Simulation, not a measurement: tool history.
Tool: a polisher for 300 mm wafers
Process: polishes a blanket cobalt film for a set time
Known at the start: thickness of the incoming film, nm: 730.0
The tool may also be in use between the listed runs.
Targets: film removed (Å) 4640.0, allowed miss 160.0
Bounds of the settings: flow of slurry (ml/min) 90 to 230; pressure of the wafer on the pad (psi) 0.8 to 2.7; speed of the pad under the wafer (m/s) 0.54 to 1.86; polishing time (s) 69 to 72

run	hour	flow of slurry (ml/min)	pressure of the wafer on the pad (psi)	speed of the pad under the wafer (m/s)	polishing time (s)	film removed (Å)
1	0.0	150	1.7	1.18	69	3696.8
2	4.0	155	1.8	1.18	69	4055.0
3	5.0	155	1.4	1.18	69	3148.4
4	7.9	160	1.5	1.18	69	3402.1
5	14.5	160	1.8	1.18	69	4104.8
6	21.7	160	1.8	1.18	72	4195.5
7	29.8	165	1.8	1.18	72	4216.2
8	33.1	165	1.8	1.18	72	4258.7
9	39.7	170	1.8	1.18	72	4232.2
10	44.9	170	1.9	1.18	72	4449.3

5 candidate next runs follow, results not yet known. Just one meets every target within its allowed miss. Identify it.
A	50.1	185	2.0	1.10	72	?
B	50.1	175	2.0	1.12	69	?
C	50.1	145	2.2	0.98	72	?
D	50.1	160	1.7	1.38	72	?
E	50.1	150	1.9	1.20	69	?

move	film removed (Å)
A	4374.5
B	4233.4
C	4143.6
D	4576.3
E	4215.2
A: misses by more than the last run did
B: misses by more than the last run did
C: misses by more than the last run did
D: every result within its allowed miss
E: misses by more than the last run did
The move that meets every target is D.

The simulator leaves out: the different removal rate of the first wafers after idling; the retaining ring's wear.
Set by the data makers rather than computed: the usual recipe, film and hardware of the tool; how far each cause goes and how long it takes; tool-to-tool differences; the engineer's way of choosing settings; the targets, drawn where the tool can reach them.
